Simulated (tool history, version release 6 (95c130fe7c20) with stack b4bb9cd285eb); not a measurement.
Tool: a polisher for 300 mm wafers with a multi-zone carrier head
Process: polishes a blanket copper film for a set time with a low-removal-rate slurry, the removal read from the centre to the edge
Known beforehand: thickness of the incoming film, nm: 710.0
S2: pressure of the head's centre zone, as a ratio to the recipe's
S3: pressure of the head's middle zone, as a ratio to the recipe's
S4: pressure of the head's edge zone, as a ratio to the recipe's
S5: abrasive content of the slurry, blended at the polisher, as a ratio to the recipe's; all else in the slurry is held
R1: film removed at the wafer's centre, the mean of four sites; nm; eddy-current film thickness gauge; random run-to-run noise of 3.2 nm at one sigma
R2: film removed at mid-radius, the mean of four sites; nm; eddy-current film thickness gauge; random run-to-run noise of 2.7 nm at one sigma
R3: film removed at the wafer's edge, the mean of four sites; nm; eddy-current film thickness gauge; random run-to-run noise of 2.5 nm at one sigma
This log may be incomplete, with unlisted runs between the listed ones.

{"run": 1, "hour": 0.0, "flow of slurry (ml/min)": 220, "S2": 1.0, "S3": 1.0, "S4": 1.0, "S5": 1.0, "polishing time (s)": 65, "R1": 260.69, "R2": 257.58, "R3": 265.56}
{"run": 2, "hour": 7.2, "flow of slurry (ml/min)": 220, "S2": 0.99, "S3": 1.0, "S4": 0.98, "S5": 0.9, "polishing time (s)": 64, "R1": 247.42, "R2": 248.55, "R3": 250.64}
{"run": 3, "hour": 11.2, "flow of slurry (ml/min)": 215, "S2": 0.98, "S3": 0.98, "S4": 0.96, "S5": 0.8, "polishing time (s)": 64, "R1": 232.66, "R2": 238.34, "R3": 240.56}
{"run": 4, "hour": 19.6, "flow of slurry (ml/min)": 215, "S2": 0.98, "S3": 0.98, "S4": 0.9, "S5": 0.8, "polishing time (s)": 64, "R1": 227.44, "R2": 231.61, "R3": 239.2}
{"run": 5, "hour": 26.4, "flow of slurry (ml/min)": 215, "S2": 0.99, "S3": 0.98, "S4": 0.9, "S5": 0.75, "polishing time (s)": 63, "R1": 227.0, "R2": 229.52, "R3": 228.29}
{"run": 6, "hour": 30.9, "flow of slurry (ml/min)": 210, "S2": 0.99, "S3": 0.97, "S4": 0.89, "S5": 0.7, "polishing time (s)": 63, "R1": 218.45, "R2": 214.02, "R3": 220.19}
{"run": 7, "hour": 35.9, "flow of slurry (ml/min)": 210, "S2": 0.99, "S3": 0.98, "S4": 0.88, "S5": 0.7, "polishing time (s)": 63, "R1": 218.21, "R2": 221.76, "R3": 219.1}
{"run": 8, "hour": 36.7, "flow of slurry (ml/min)": 200, "S2": 0.99, "S3": 0.95, "S4": 0.84, "S5": 0.6, "polishing time (s)": 62, "R1": 200.4, "R2": 201.37, "R3": 198.9}

Predict the results of run 9:
{"run": 9, "hour": 44.5, "flow of slurry (ml/min)": 205, "S2": 0.99, "S3": 0.95, "S4": 0.85, "S5": 0.6, "polishing time (s)": 62, "R1": "?", "R2": "?", "R3": "?"}

Run 9 gave R1 202.36 nm, R2 199.47 nm, R3 200.44 nm.

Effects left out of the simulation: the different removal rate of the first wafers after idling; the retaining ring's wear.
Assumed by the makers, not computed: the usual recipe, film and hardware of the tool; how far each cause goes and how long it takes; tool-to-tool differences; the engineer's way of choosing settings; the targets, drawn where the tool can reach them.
